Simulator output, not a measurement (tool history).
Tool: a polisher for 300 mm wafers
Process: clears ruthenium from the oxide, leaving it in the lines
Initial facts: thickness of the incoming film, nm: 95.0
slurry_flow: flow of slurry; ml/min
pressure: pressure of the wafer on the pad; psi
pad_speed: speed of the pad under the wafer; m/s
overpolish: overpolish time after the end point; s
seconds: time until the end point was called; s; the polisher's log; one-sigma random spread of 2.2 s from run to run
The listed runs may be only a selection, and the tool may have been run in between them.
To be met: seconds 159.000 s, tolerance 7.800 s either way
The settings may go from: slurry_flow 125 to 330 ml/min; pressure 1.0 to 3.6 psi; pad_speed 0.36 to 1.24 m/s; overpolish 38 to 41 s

Run 1, hour 0.0: slurry_flow 210 ml/min, pressure 2.3 psi, pad_speed 0.80 m/s, overpolish 38 s. Result: seconds 102.720 s.
Run 2, hour 1.5: slurry_flow 210 ml/min, pressure 2.7 psi, pad_speed 0.80 m/s, overpolish 38 s. Result: seconds 88.715 s.
Run 3, hour 8.5: slurry_flow 210 ml/min, pressure 2.7 psi, pad_speed 0.80 m/s, overpolish 38 s. Result: seconds 89.701 s.
Run 4, hour 11.7: slurry_flow 210 ml/min, pressure 2.7 psi, pad_speed 0.80 m/s, overpolish 41 s. Result: seconds 88.758 s.
Run 5, hour 15.4: slurry_flow 210 ml/min, pressure 2.7 psi, pad_speed 0.96 m/s, overpolish 41 s. Result: seconds 74.591 s.
Run 6, hour 18.8: slurry_flow 210 ml/min, pressure 3.1 psi, pad_speed 0.96 m/s, overpolish 41 s. Result: seconds 66.514 s.
Run 7, hour 27.4: slurry_flow 200 ml/min, pressure 2.5 psi, pad_speed 0.74 m/s, overpolish 41 s. Result: seconds 99.921 s.
Run 8, hour 28.2: slurry_flow 200 ml/min, pressure 2.3 psi, pad_speed 0.74 m/s, overpolish 41 s. Result: seconds 109.290 s.

Next run, 5 choices. One meets every target within its allowed miss, the rest don't. Which?
Run A, hour 29.0: slurry_flow 210 ml/min, pressure 3.0 psi, pad_speed 0.96 m/s, overpolish 41 s. Result: seconds ?.
Run B, hour 29.0: slurry_flow 180 ml/min, pressure 3.5 psi, pad_speed 0.82 m/s, overpolish 41 s. Result: seconds ?.
Run C, hour 29.0: slurry_flow 185 ml/min, pressure 1.5 psi, pad_speed 0.50 m/s, overpolish 39 s. Result: seconds ?.
Run D, hour 29.0: slurry_flow 130 ml/min, pressure 1.8 psi, pad_speed 0.66 m/s, overpolish 38 s. Result: seconds ?.
Run E, hour 29.0: slurry_flow 190 ml/min, pressure 2.4 psi, pad_speed 0.94 m/s, overpolish 38 s. Result: seconds ?.

move  seconds
   A   66.856
   B   70.755
   C  207.060
   D  151.430
   E   81.761
A: lands further from the targets than the last run did
B: lands further from the targets than the last run did
C: moves the result that the last run missed by most past its target, out the other side
D: in spec on every target
E: lands further from the targets than the last run did
Go with D: it meets all targets.
